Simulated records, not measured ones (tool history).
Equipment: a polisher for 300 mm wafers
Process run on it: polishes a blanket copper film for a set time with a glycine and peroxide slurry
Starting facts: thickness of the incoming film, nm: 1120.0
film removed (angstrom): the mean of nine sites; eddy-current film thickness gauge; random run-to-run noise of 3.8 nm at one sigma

| run | hour | flow of slurry (ml/min) | pressure of the wafer on the pad (psi) | speed of the pad under the wafer (m/s) | polishing time (s) | film removed (angstrom) |
|---|---|---|---|---|---|---|
| 1 | 0 | 250 | 3.4 | 0.82 | 84 | 4867.8 |
| 2 | 2.2 | 315 | 3.4 | 0.82 | 84 | 4899 |
| 3 | 3.5 | 315 | 4 | 0.82 | 84 | 5488.6 |
| 4 | 11.9 | 315 | 4 | 0.92 | 84 | 6007.4 |
| 5 | 15.5 | 315 | 4 | 0.92 | 84 | 6127 |
| 6 | 18.1 | 315 | 4.5 | 0.92 | 84 | 6548.4 |
| 7 | 26.2 | 310 | 3.6 | 0.78 | 84 | 4941.9 |
| 8 | 28.1 | 295 | 2.6 | 0.56 | 84 | 3196.2 |

Estimate the outcome of run 9 from the log above:
| 9 | 36 | 295 | 2.4 | 0.56 | 84 | ? |

{"run 9": {"film removed (angstrom)": 3109.1}}
